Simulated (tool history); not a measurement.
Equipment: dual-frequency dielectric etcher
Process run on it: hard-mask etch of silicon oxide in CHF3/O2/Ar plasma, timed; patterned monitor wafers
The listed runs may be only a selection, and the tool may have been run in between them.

run    day  source power (W)  bias power (W)  etch time (s)  mean etch depth across the wafer (nm)
  1  0.000               590             159           25.0                                 50.233
  2  0.100               590             159           25.0                                 50.377
  3  0.133               560             152           25.0                                 48.139
  4  0.342               650             152           25.0                                 52.607
  5  0.375               620             149           25.0                                 50.905
  6  0.625               620             126           25.0                                 48.488
  7  0.650               590             124           25.0                                 46.907
  8  0.708               570             123           25.0                                 46.951
  9  0.871               570             123           25.0                                 45.805

Estimate the outcome of run 10 from the log above:
 10  1.158               550             122           25.0                                      ?

{"run 10": {"mean etch depth across the wafer (nm)": 45.786}}
